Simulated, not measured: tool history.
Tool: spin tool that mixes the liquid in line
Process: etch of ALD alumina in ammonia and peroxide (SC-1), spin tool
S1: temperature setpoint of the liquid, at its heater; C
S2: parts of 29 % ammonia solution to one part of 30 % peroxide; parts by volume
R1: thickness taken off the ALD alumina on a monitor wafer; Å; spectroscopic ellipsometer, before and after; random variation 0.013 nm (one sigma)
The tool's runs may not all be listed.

Run 1, day 0: S1 59 C, S2 1 parts by volume, time under the liquid (s) 40. Result: R1 43.221 Å.
Run 2, day 0.121: S1 59 C, S2 1 parts by volume, time under the liquid (s) 20. Result: R1 21.68 Å.
Run 3, day 0.271: S1 61 C, S2 1 parts by volume, time under the liquid (s) 20. Result: R1 24.012 Å.
Run 4, day 0.558: S1 61 C, S2 1 parts by volume, time under the liquid (s) 40. Result: R1 48.195 Å.
Run 5, day 0.871: S1 60 C, S2 1 parts by volume, time under the liquid (s) 40. Result: R1 45.742 Å.
Run 6, day 0.975: S1 62.5 C, S2 1 parts by volume, time under the liquid (s) 40. Result: R1 52.416 Å.
Run 7, day 1.125: S1 61.5 C, S2 1 parts by volume, time under the liquid (s) 40. Result: R1 49.623 Å.
Run 8, day 1.329: S1 60.5 C, S2 1 parts by volume, time under the liquid (s) 40. Result: R1 46.701 Å.
Run 9, day 1.571: S1 59.5 C, S2 1 parts by volume, time under the liquid (s) 40. Result: R1 44.212 Å.
Run 10, day 1.704: S1 58.5 C, S2 1 parts by volume, time under the liquid (s) 40. Result: R1 42.393 Å.

Forecast run 11:
Run 11, day 1.954: S1 57 C, S2 1 parts by volume, time under the liquid (s) 40. Result: R1 ?.

R1: 39.065 Å
